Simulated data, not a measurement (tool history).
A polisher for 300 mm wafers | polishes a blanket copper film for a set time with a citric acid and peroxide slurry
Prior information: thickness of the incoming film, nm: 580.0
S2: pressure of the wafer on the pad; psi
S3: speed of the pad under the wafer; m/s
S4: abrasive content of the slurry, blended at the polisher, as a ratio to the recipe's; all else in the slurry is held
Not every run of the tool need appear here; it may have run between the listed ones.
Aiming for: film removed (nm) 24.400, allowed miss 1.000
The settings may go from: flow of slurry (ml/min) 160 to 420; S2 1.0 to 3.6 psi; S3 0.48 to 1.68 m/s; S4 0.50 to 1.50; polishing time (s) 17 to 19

{"run": 1, "hour": 0.0, "flow of slurry (ml/min)": 270, "S2": 2.3, "S3": 1.08, "S4": 1.0, "polishing time (s)": 19, "film removed (nm)": 41.213}
{"run": 2, "hour": 3.8, "flow of slurry (ml/min)": 270, "S2": 2.3, "S3": 1.08, "S4": 0.8, "polishing time (s)": 19, "film removed (nm)": 40.854}
{"run": 3, "hour": 12.1, "flow of slurry (ml/min)": 270, "S2": 2.1, "S3": 1.08, "S4": 0.8, "polishing time (s)": 19, "film removed (nm)": 36.579}
{"run": 4, "hour": 15.7, "flow of slurry (ml/min)": 270, "S2": 2.1, "S3": 1.26, "S4": 0.8, "polishing time (s)": 19, "film removed (nm)": 42.892}
{"run": 5, "hour": 23.9, "flow of slurry (ml/min)": 270, "S2": 2.5, "S3": 1.26, "S4": 0.8, "polishing time (s)": 19, "film removed (nm)": 50.391}
{"run": 6, "hour": 30.9, "flow of slurry (ml/min)": 270, "S2": 2.5, "S3": 1.26, "S4": 0.8, "polishing time (s)": 19, "film removed (nm)": 50.761}
{"run": 7, "hour": 33.7, "flow of slurry (ml/min)": 270, "S2": 1.9, "S3": 1.12, "S4": 0.8, "polishing time (s)": 19, "film removed (nm)": 35.094}
{"run": 8, "hour": 35.0, "flow of slurry (ml/min)": 270, "S2": 1.8, "S3": 1.12, "S4": 0.8, "polishing time (s)": 19, "film removed (nm)": 33.863}
{"run": 9, "hour": 43.3, "flow of slurry (ml/min)": 270, "S2": 1.7, "S3": 1.12, "S4": 0.8, "polishing time (s)": 19, "film removed (nm)": 31.531}
{"run": 10, "hour": 51.4, "flow of slurry (ml/min)": 270, "S2": 1.6, "S3": 1.12, "S4": 0.8, "polishing time (s)": 19, "film removed (nm)": 29.082}
{"run": 11, "hour": 60.2, "flow of slurry (ml/min)": 270, "S2": 1.2, "S3": 1.12, "S4": 0.8, "polishing time (s)": 19, "film removed (nm)": 22.507}

Consider the 4 candidate settings below. Which is the only one whose results all fall within their allowed miss of target?
{"run": "A", "hour": 69.0, "flow of slurry (ml/min)": 240, "S2": 1.1, "S3": 1.1, "S4": 0.8, "polishing time (s)": 19, "film removed (nm)": "?"}
{"run": "B", "hour": 69.0, "flow of slurry (ml/min)": 275, "S2": 1.4, "S3": 1.18, "S4": 0.75, "polishing time (s)": 17, "film removed (nm)": "?"}
{"run": "C", "hour": 69.0, "flow of slurry (ml/min)": 300, "S2": 1.1, "S3": 1.2, "S4": 0.8, "polishing time (s)": 19, "film removed (nm)": "?"}
{"run": "D", "hour": 69.0, "flow of slurry (ml/min)": 345, "S2": 1.1, "S3": 1.28, "S4": 0.8, "polishing time (s)": 17, "film removed (nm)": "?"}

move=A film_removed_(nm)=19.859
move=B film_removed_(nm)=23.996
move=C film_removed_(nm)=22.094
move=D film_removed_(nm)=21.278
A: the biggest miss grows against the last run
B: each result inside its tolerance
C: the biggest miss grows against the last run
D: the biggest miss grows against the last run
Go with B: it meets all targets.
